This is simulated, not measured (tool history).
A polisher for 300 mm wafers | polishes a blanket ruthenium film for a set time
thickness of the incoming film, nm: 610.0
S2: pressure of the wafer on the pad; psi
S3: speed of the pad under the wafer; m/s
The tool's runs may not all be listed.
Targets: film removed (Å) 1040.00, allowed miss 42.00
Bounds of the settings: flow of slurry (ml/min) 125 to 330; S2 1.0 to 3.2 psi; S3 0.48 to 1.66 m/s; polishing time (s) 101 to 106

Run 1, hour 0.0: flow of slurry (ml/min) 210, S2 2.1 psi, S3 1.06 m/s, polishing time (s) 101. Result: film removed (Å) 1431.10.
Run 2, hour 7.7: flow of slurry (ml/min) 210, S2 2.1 psi, S3 1.06 m/s, polishing time (s) 101. Result: film removed (Å) 1390.20.
Run 3, hour 8.5: flow of slurry (ml/min) 210, S2 2.0 psi, S3 1.06 m/s, polishing time (s) 101. Result: film removed (Å) 1332.10.
Run 4, hour 13.7: flow of slurry (ml/min) 210, S2 2.5 psi, S3 1.06 m/s, polishing time (s) 101. Result: film removed (Å) 1610.10.
Run 5, hour 20.2: flow of slurry (ml/min) 210, S2 2.5 psi, S3 1.06 m/s, polishing time (s) 101. Result: film removed (Å) 1619.10.
Run 6, hour 22.0: flow of slurry (ml/min) 190, S2 2.5 psi, S3 1.06 m/s, polishing time (s) 101. Result: film removed (Å) 1578.80.
Run 7, hour 23.0: flow of slurry (ml/min) 185, S2 2.3 psi, S3 1.06 m/s, polishing time (s) 101. Result: film removed (Å) 1491.20.
Run 8, hour 24.6: flow of slurry (ml/min) 185, S2 2.1 psi, S3 1.06 m/s, polishing time (s) 101. Result: film removed (Å) 1396.00.
Run 9, hour 28.1: flow of slurry (ml/min) 185, S2 2.0 psi, S3 1.06 m/s, polishing time (s) 101. Result: film removed (Å) 1314.00.
Run 10, hour 34.2: flow of slurry (ml/min) 185, S2 1.9 psi, S3 1.06 m/s, polishing time (s) 101. Result: film removed (Å) 1273.10.
Run 11, hour 38.3: flow of slurry (ml/min) 185, S2 1.8 psi, S3 1.06 m/s, polishing time (s) 101. Result: film removed (Å) 1217.90.
Run 12, hour 41.6: flow of slurry (ml/min) 185, S2 1.7 psi, S3 1.06 m/s, polishing time (s) 101. Result: film removed (Å) 1170.10.

4 next moves are on the table. One of them brings every result within its allowed miss. Which?
Run A, hour 44.9: flow of slurry (ml/min) 175, S2 1.7 psi, S3 1.06 m/s, polishing time (s) 106. Result: film removed (Å) ?.
Run B, hour 44.9: flow of slurry (ml/min) 205, S2 1.8 psi, S3 0.82 m/s, polishing time (s) 101. Result: film removed (Å) ?.
Run C, hour 44.9: flow of slurry (ml/min) 140, S2 1.9 psi, S3 0.86 m/s, polishing time (s) 106. Result: film removed (Å) ?.
Run D, hour 44.9: flow of slurry (ml/min) 220, S2 1.4 psi, S3 1.28 m/s, polishing time (s) 106. Result: film removed (Å) ?.

move  film removed (Å)
   A           1224.30
   B            974.76
   C           1043.40
   D           1317.80
A: further off than the last run
B: takes the result that was furthest off past its target
C: meets every target
D: further off than the last run
Move C is the one to make.

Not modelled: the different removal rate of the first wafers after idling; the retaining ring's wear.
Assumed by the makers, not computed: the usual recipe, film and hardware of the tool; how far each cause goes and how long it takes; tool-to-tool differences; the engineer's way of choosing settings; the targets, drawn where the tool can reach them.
